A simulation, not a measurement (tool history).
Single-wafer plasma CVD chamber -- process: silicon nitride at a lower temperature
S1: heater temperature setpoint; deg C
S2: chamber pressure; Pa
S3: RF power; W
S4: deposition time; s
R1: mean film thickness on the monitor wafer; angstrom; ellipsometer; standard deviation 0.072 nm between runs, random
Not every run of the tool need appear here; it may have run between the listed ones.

run	hour	S1	S2	S3	S4	R1
1	0.0	340	215	285	14.6	166.97
2	1.2	340	187	285	14.6	161.59
3	2.1	330	187	285	14.6	161.91
4	5.3	330	187	315	14.6	171.94
5	10.7	330	180	300	14.5	163.74
6	11.9	320	180	300	14.5	163.53
7	19.1	320	175	285	14.4	158.55
# hour 21.6: capacitance manometer re-zeroed and calibrated
8	21.6	320	169	270	14.3	153.23
9	22.5	320	164	260	14.2	145.47
10	29.5	320	160	255	14.2	142.22

For run 11, what comes out?
11	31.6	320	156	250	14.2	?

{"run 11": {"R1": 138.68}}

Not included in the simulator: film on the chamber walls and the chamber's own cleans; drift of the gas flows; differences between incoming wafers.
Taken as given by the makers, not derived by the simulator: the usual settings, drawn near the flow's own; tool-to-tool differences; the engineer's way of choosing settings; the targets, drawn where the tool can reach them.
